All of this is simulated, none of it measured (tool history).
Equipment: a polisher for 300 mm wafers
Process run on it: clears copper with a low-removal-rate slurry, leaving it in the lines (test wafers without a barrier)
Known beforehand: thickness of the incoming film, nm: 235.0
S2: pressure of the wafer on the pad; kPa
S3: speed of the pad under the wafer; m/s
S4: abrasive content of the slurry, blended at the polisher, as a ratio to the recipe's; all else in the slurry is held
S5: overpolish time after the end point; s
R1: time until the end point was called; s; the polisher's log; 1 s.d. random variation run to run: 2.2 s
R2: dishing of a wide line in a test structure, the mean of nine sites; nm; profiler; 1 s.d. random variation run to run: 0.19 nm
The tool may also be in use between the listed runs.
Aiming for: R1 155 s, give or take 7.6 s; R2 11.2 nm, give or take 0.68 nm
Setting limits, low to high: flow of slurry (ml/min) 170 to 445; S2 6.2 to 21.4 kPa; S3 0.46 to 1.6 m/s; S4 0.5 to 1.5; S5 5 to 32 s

Run 1, hour 0: flow of slurry (ml/min) 285, S2 13.8 kPa, S3 1.02 m/s, S4 1, S5 16 s. Result: R1 141.68 s, R2 20.449 nm.
Run 2, hour 5.2: flow of slurry (ml/min) 285, S2 13.8 kPa, S3 1.02 m/s, S4 0.8, S5 16 s. Result: R1 154.43 s, R2 19.713 nm.
Run 3, hour 10.7: flow of slurry (ml/min) 290, S2 13.8 kPa, S3 1.02 m/s, S4 0.85, S5 14 s. Result: R1 145.03 s, R2 17.222 nm.
Run 4, hour 17.4: flow of slurry (ml/min) 290, S2 13.8 kPa, S3 1.2 m/s, S4 0.85, S5 14 s. Result: R1 127.36 s, R2 20.956 nm.
Run 5, hour 18.3: flow of slurry (ml/min) 290, S2 11 kPa, S3 1.2 m/s, S4 0.85, S5 14 s. Result: R1 160.69 s, R2 16.18 nm.
Run 6, hour 27: flow of slurry (ml/min) 290, S2 11 kPa, S3 1 m/s, S4 0.85, S5 14 s. Result: R1 192.11 s, R2 14.053 nm.
Run 7, hour 35.3: flow of slurry (ml/min) 295, S2 11.7 kPa, S3 1 m/s, S4 0.9, S5 12 s. Result: R1 175.33 s, R2 12.867 nm.
Run 8, hour 36.9: flow of slurry (ml/min) 300, S2 11.7 kPa, S3 1 m/s, S4 0.9, S5 11 s. Result: R1 175.92 s, R2 12.032 nm.
Run 9, hour 44.2: flow of slurry (ml/min) 300, S2 11.7 kPa, S3 1 m/s, S4 0.9, S5 10 s. Result: R1 178.18 s, R2 10.886 nm.
Run 10, hour 45.2: flow of slurry (ml/min) 300, S2 12.4 kPa, S3 1 m/s, S4 0.9, S5 10 s. Result: R1 163.39 s, R2 11.456 nm.
Run 11, hour 51.1: flow of slurry (ml/min) 305, S2 12.4 kPa, S3 1 m/s, S4 0.9, S5 10 s. Result: R1 166.95 s, R2 11.884 nm.

5 candidate next runs follow, results not yet known. Just one meets every target within its allowed miss. Identify it.
Run A, hour 57: flow of slurry (ml/min) 265, S2 13.1 kPa, S3 1 m/s, S4 0.8, S5 12 s. Result: R1 ?, R2 ?.
Run B, hour 57: flow of slurry (ml/min) 300, S2 13.1 kPa, S3 0.82 m/s, S4 1.05, S5 12 s. Result: R1 ?, R2 ?.
Run C, hour 57: flow of slurry (ml/min) 260, S2 11.7 kPa, S3 0.98 m/s, S4 0.95, S5 11 s. Result: R1 ?, R2 ?.
Run D, hour 57: flow of slurry (ml/min) 310, S2 11.7 kPa, S3 1.18 m/s, S4 0.8, S5 9 s. Result: R1 ?, R2 ?.
Run E, hour 57: flow of slurry (ml/min) 310, S2 12.4 kPa, S3 0.82 m/s, S4 0.8, S5 13 s. Result: R1 ?, R2 ?.

move      R1      R2
   A  163.18  13.877
   B   184.4  12.353
   C  179.23  11.656
   D  152.22  11.247
   E  204.94  12.042
A: moves away from the targets compared with the last run
B: moves away from the targets compared with the last run
C: moves away from the targets compared with the last run
D: meets every target
E: moves away from the targets compared with the last run
D is the move that brings every result within its allowed miss.
